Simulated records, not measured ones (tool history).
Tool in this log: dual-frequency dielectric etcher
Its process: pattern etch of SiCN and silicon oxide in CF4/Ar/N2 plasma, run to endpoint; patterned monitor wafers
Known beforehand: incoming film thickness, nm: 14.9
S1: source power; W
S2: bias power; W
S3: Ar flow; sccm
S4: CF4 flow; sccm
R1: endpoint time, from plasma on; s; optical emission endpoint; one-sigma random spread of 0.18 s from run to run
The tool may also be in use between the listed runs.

run  hour   S1  S2  S3  S4      R1
  1   0.0  410  60  95  81  22.416
  2   1.7  380  59  95  81  24.394
  3   7.8  380  67  95  81  23.510
  4  16.5  380  67  95  76  23.807
  5  23.6  360  67  95  76  25.135
  6  32.4  330  67  95  76  27.616
  7  35.7  330  67  95  76  27.435
  8  42.1  320  67  95  76  28.463
  9  47.4  310  67  95  76  29.274
 10  55.8  300  67  95  76  30.329

What does the tool deliver on the next run?
 11  59.2  290  67  95  76   ?

{"run 11": {"R1": 31.155}}
